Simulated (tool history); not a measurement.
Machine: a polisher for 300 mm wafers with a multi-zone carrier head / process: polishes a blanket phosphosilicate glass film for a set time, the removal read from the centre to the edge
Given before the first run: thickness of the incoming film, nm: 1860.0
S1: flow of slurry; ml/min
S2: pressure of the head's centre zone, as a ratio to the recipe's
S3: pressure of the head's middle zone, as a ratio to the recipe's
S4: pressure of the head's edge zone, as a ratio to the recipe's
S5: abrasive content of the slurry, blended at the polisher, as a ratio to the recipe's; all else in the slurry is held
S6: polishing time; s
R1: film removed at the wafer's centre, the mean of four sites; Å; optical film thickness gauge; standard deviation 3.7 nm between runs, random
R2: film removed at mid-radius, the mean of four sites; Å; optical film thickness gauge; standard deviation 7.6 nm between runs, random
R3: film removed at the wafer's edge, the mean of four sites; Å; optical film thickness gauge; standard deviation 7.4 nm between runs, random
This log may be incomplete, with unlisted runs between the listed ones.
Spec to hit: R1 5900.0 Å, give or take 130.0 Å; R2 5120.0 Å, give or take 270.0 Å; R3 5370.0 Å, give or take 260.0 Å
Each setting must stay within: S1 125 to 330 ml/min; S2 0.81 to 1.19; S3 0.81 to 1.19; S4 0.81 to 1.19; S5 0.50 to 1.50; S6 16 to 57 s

| run | hour | S1 | S2 | S3 | S4 | S5 | S6 | R1 | R2 | R3 |
|---|---|---|---|---|---|---|---|---|---|---|
| 1 | 0.0 | 210 | 1.00 | 1.00 | 1.00 | 1.00 | 36 | 4055.8 | 4091.9 | 4045.7 |
| 2 | 2.6 | 215 | 1.02 | 1.00 | 1.02 | 1.05 | 36 | 4138.5 | 4078.2 | 4048.4 |
| 3 | 8.3 | 215 | 1.03 | 0.99 | 1.02 | 1.10 | 37 | 4411.8 | 4371.9 | 4281.2 |
| 4 | 14.4 | 215 | 1.04 | 0.97 | 1.03 | 1.15 | 37 | 4494.0 | 4336.4 | 4423.0 |
| 5 | 20.4 | 215 | 1.04 | 0.97 | 1.03 | 1.35 | 37 | 4766.9 | 4637.3 | 4678.2 |
| 6 | 28.1 | 220 | 1.06 | 0.97 | 1.04 | 1.35 | 37 | 4802.9 | 4685.0 | 4681.0 |
| 7 | 35.1 | 260 | 1.16 | 0.91 | 1.13 | 1.50 | 38 | 5623.6 | 4591.4 | 5243.1 |
| 8 | 36.0 | 260 | 1.16 | 0.92 | 1.13 | 1.50 | 38 | 5609.9 | 4811.9 | 5265.6 |
| 9 | 41.3 | 265 | 1.16 | 0.92 | 1.13 | 1.50 | 38 | 5617.5 | 4818.6 | 5388.7 |
| 10 | 44.5 | 265 | 1.16 | 0.92 | 1.13 | 1.50 | 38 | 5604.2 | 4920.3 | 5434.4 |
| 11 | 52.4 | 265 | 1.16 | 0.92 | 1.12 | 1.50 | 38 | 5549.2 | 4833.8 | 5426.7 |
| 12 | 60.2 | 260 | 1.16 | 0.93 | 1.12 | 1.50 | 38 | 5620.7 | 4928.2 | 5126.3 |
| 13 | 66.7 | 265 | 1.16 | 0.93 | 1.12 | 1.50 | 38 | 5599.2 | 4800.5 | 5303.7 |
| 14 | 73.7 | 290 | 1.19 | 1.00 | 1.09 | 1.50 | 38 | 5726.7 | 5353.1 | 5303.6 |

Which one of the following 4 next-run settings gets every result inside its allowed miss? There is exactly one.
| A | 80.7 | 275 | 1.18 | 1.04 | 1.06 | 1.45 | 40 | ? | ? | ? |
| B | 80.7 | 295 | 1.10 | 1.03 | 1.07 | 1.50 | 39 | ? | ? | ? |
| C | 80.7 | 330 | 1.03 | 0.92 | 1.16 | 1.50 | 41 | ? | ? | ? |
| D | 80.7 | 300 | 1.19 | 0.95 | 1.08 | 1.35 | 40 | ? | ? | ? |

| move | R1 | R2 | R3 |
|---|---|---|---|
| A | 5921.5 | 5609.7 | 5274.0 |
| B | 5621.1 | 5526.2 | 5254.2 |
| C | 5723.3 | 5334.4 | 5805.7 |
| D | 5848.4 | 5103.4 | 5223.9 |
A: puts the biggest miss on target and leaves a different result outside tolerance
B: its largest miss is bigger than the last run's
C: its largest miss is bigger than the last run's
D: hits every target within its allowed miss
The right move is D.
